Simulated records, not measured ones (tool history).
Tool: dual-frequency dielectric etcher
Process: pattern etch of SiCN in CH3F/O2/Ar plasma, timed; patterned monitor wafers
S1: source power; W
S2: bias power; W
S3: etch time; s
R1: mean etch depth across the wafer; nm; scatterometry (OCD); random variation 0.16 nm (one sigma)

| run | hour | S1 | S2 | S3 | R1 |
|---|---|---|---|---|---|
| 1 | 0 | 530 | 75 | 91.5 | 42.84 |
| 2 | 7.3 | 540 | 75 | 91.5 | 43.211 |
| 3 | 9.9 | 550 | 75 | 91.5 | 43.581 |
| 4 | 15.7 | 560 | 75 | 91.5 | 43.351 |
| 5 | 17.7 | 590 | 75 | 91.5 | 44.429 |
| 6 | 19.7 | 590 | 67 | 91.5 | 41.815 |
| 7 | 25.2 | 590 | 67 | 91.5 | 41.972 |
| 8 | 34.1 | 610 | 67 | 91.5 | 42.438 |
| 9 | 39.3 | 620 | 67 | 91.5 | 42.589 |
| 10 | 46.7 | 630 | 68 | 91.5 | 43.049 |
| 11 | 54.2 | 640 | 68 | 91.5 | 43.184 |
| 12 | 56 | 650 | 69 | 91.5 | 43.798 |
| 13 | 58.8 | 660 | 69 | 91.5 | 43.956 |
| 14 | 59.5 | 670 | 69 | 91.5 | 44.36 |

Forecast run 15:
| 15 | 63.6 | 680 | 69 | 91.5 | ? |

R1: 44.256 nm
